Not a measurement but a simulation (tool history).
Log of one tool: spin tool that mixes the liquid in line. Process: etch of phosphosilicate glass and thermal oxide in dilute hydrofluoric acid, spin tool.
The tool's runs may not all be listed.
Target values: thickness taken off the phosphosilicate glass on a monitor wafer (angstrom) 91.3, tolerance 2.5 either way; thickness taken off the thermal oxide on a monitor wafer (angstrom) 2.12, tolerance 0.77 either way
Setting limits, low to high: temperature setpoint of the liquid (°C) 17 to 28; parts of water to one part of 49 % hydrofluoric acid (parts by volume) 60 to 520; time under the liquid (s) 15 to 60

run	hour	temperature setpoint of the liquid (°C)	parts of water to one part of 49 % hydrofluoric acid (parts by volume)	time under the liquid (s)	thickness taken off the phosphosilicate glass on a monitor wafer (angstrom)	thickness taken off the thermal oxide on a monitor wafer (angstrom)
1	0	20	290	30	157.99	3.8955
2	5.5	22	290	30	169.95	3.7693
3	6.5	21	315	30	145.96	3.054
4	12.4	21	315	15	73.561	1.5345
5	17	22	310	15	77.476	1.5757
6	22.4	22	310	20	103.43	2.7895
7	28.3	21.5	310	20	102.54	2.7239
8	30.2	21.5	310	20	102.09	2.4549
9	34.1	21	310	20	99.995	2.9276

Which one of the following 5 next-run settings gets every result inside its allowed miss? There is exactly one.
A	38	21.5	385	25	?	?
B	38	25	280	15	?	?
C	38	17	185	15	?	?
D	38	23.5	275	15	?	?
E	38	17	355	25	?	?

move	thickness taken off the phosphosilicate glass on a monitor wafer (angstrom)	thickness taken off the thermal oxide on a monitor wafer (angstrom)
A	96.417	2.6014
B	98.969	2.6702
C	121.73	3.2842
D	96.079	2.5922
E	91.353	2.4647
A: closer than the last run, but not yet in spec
B: closer than the last run, but not yet in spec
C: its largest miss is bigger than the last run's
D: closer than the last run, but not yet in spec
E: every result lands within tolerance
Move E is the one to make.
